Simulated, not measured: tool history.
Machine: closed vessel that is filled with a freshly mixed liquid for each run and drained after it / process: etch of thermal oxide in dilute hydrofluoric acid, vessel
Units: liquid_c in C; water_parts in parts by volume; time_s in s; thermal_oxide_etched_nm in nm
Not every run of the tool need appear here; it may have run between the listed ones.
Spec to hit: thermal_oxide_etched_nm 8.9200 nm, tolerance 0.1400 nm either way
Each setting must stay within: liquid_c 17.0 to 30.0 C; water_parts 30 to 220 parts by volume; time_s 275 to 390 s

{"run": 1, "hour": 0.0, "liquid_c": 22.0, "water_parts": 125, "time_s": 390, "thermal_oxide_etched_nm": 13.816}
{"run": 2, "hour": 5.1, "liquid_c": 21.0, "water_parts": 130, "time_s": 390, "thermal_oxide_etched_nm": 12.633}
{"run": 3, "hour": 10.4, "liquid_c": 20.5, "water_parts": 135, "time_s": 390, "thermal_oxide_etched_nm": 11.845}
{"run": 4, "hour": 13.5, "liquid_c": 20.0, "water_parts": 140, "time_s": 390, "thermal_oxide_etched_nm": 11.221}
{"run": 5, "hour": 18.2, "liquid_c": 20.0, "water_parts": 105, "time_s": 390, "thermal_oxide_etched_nm": 15.542}
{"run": 6, "hour": 24.4, "liquid_c": 19.5, "water_parts": 115, "time_s": 390, "thermal_oxide_etched_nm": 13.709}
{"run": 7, "hour": 28.0, "liquid_c": 19.0, "water_parts": 120, "time_s": 390, "thermal_oxide_etched_nm": 12.826}
{"run": 8, "hour": 33.5, "liquid_c": 18.5, "water_parts": 125, "time_s": 390, "thermal_oxide_etched_nm": 11.973}
{"run": 9, "hour": 36.4, "liquid_c": 18.0, "water_parts": 130, "time_s": 390, "thermal_oxide_etched_nm": 11.175}
{"run": 10, "hour": 44.3, "liquid_c": 18.0, "water_parts": 135, "time_s": 390, "thermal_oxide_etched_nm": 10.804}
{"run": 11, "hour": 51.2, "liquid_c": 18.0, "water_parts": 140, "time_s": 390, "thermal_oxide_etched_nm": 10.267}
{"run": 12, "hour": 54.1, "liquid_c": 17.5, "water_parts": 145, "time_s": 390, "thermal_oxide_etched_nm": 9.807}

4 candidate next runs follow, results not yet known. Just one meets every target within its allowed miss. Identify it.
{"run": "A", "hour": 57.0, "liquid_c": 17.5, "water_parts": 150, "time_s": 370, "thermal_oxide_etched_nm": "?"}
{"run": "B", "hour": 57.0, "liquid_c": 17.0, "water_parts": 150, "time_s": 365, "thermal_oxide_etched_nm": "?"}
{"run": "C", "hour": 57.0, "liquid_c": 17.0, "water_parts": 140, "time_s": 340, "thermal_oxide_etched_nm": "?"}
{"run": "D", "hour": 57.0, "liquid_c": 18.0, "water_parts": 155, "time_s": 360, "thermal_oxide_etched_nm": "?"}

move=A thermal_oxide_etched_nm=8.9241
move=B thermal_oxide_etched_nm=8.6253
move=C thermal_oxide_etched_nm=8.6928
move=D thermal_oxide_etched_nm=8.5332
A: in spec on every target
B: carries the result that was furthest off beyond its target, to the other side
C: carries the result that was furthest off beyond its target, to the other side
D: carries the result that was furthest off beyond its target, to the other side
The right move is A.
